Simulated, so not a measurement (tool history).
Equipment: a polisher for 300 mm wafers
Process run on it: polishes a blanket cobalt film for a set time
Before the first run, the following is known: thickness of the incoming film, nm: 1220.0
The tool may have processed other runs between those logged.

| run | hour | flow of slurry (ml/min) | pressure of the wafer on the pad (psi) | speed of the pad under the wafer (m/s) | polishing time (s) | film removed (nm) |
|---|---|---|---|---|---|---|
| 1 | 0.0 | 170 | 1.6 | 1.26 | 19 | 100.060 |
| 2 | 2.0 | 170 | 1.7 | 1.26 | 19 | 105.170 |
| 3 | 6.5 | 170 | 1.7 | 1.00 | 19 | 88.245 |
| 4 | 13.3 | 170 | 1.7 | 1.28 | 19 | 107.670 |
| 5 | 17.9 | 195 | 1.7 | 1.28 | 19 | 107.340 |
| 6 | 25.2 | 195 | 1.6 | 1.28 | 19 | 101.880 |
| 7 | 34.0 | 195 | 1.5 | 1.22 | 19 | 92.883 |
| 8 | 41.8 | 195 | 1.4 | 1.16 | 19 | 83.282 |
| 9 | 46.6 | 195 | 1.3 | 1.12 | 19 | 75.699 |
| 10 | 50.9 | 195 | 1.2 | 1.10 | 19 | 68.697 |
| 11 | 54.6 | 190 | 1.1 | 1.08 | 19 | 62.078 |
| 12 | 58.2 | 185 | 1.1 | 1.08 | 19 | 62.013 |
| 13 | 62.3 | 180 | 1.1 | 1.08 | 19 | 61.688 |

What will run 14 give?
| 14 | 66.7 | 175 | 1.1 | 1.08 | 19 | ? |

{"run 14": {"film removed (nm)": 61.462}}

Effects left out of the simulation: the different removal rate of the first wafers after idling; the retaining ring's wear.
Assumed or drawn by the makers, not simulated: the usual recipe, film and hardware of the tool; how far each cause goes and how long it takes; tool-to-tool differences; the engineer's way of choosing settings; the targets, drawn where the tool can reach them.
